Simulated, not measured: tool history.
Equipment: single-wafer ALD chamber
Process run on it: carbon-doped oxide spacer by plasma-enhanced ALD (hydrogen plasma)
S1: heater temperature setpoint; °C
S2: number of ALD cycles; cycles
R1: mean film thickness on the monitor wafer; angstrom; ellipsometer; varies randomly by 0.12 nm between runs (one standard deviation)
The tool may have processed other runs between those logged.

{"run": 1, "hour": 0.0, "S1": 385, "S2": 644, "R1": 296.36}
{"run": 2, "hour": 8.6, "S1": 385, "S2": 661, "R1": 303.47}
{"run": 3, "hour": 15.1, "S1": 385, "S2": 676, "R1": 310.74}
{"run": 4, "hour": 22.6, "S1": 376, "S2": 676, "R1": 310.54}
{"run": 5, "hour": 26.7, "S1": 376, "S2": 717, "R1": 329.25}
{"run": 6, "hour": 29.5, "S1": 376, "S2": 723, "R1": 333.45}
{"run": 7, "hour": 35.2, "S1": 376, "S2": 728, "R1": 331.62}
{"run": 8, "hour": 36.5, "S1": 376, "S2": 734, "R1": 336.79}

Expected results for the next run?
{"run": 9, "hour": 38.0, "S1": 376, "S2": 738, "R1": "?"}

R1: 337.15 angstrom
